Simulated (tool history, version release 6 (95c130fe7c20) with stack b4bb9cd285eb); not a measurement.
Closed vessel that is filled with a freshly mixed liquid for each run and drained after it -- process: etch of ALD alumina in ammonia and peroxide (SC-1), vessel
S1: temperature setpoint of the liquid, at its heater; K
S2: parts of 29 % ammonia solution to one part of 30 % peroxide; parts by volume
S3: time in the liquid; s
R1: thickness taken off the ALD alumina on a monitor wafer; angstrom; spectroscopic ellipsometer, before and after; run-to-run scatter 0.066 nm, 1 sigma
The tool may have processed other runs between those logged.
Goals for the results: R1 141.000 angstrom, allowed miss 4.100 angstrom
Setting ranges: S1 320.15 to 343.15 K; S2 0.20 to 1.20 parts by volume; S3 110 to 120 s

run,day,S1,S2,S3,R1
1,0.000,336.15,0.80,110,105.530
2,0.171,333.65,0.80,110,92.591
3,0.308,336.15,0.80,110,105.390
4,0.404,338.15,0.80,110,116.220
5,0.608,338.15,0.65,110,113.470
6,0.738,331.15,0.65,110,80.120
7,0.996,334.65,0.65,110,95.397
8,1.221,337.15,0.65,110,109.030

Consider the 5 candidate settings below. Which is the only one whose results all fall within their allowed miss of target?
A,1.446,340.65,0.60,120,?
B,1.446,330.65,0.90,110,?
C,1.446,332.65,0.75,115,?
D,1.446,339.15,1.00,115,?
E,1.446,331.15,0.65,110,?

move,R1
A,140.550
B,80.811
C,92.113
D,131.320
E,80.430
A: every result lands within tolerance
B: misses by more than the last run did
C: misses by more than the last run did
D: an improvement on the last run, though not all results are within tolerance
E: misses by more than the last run did
Answer: A

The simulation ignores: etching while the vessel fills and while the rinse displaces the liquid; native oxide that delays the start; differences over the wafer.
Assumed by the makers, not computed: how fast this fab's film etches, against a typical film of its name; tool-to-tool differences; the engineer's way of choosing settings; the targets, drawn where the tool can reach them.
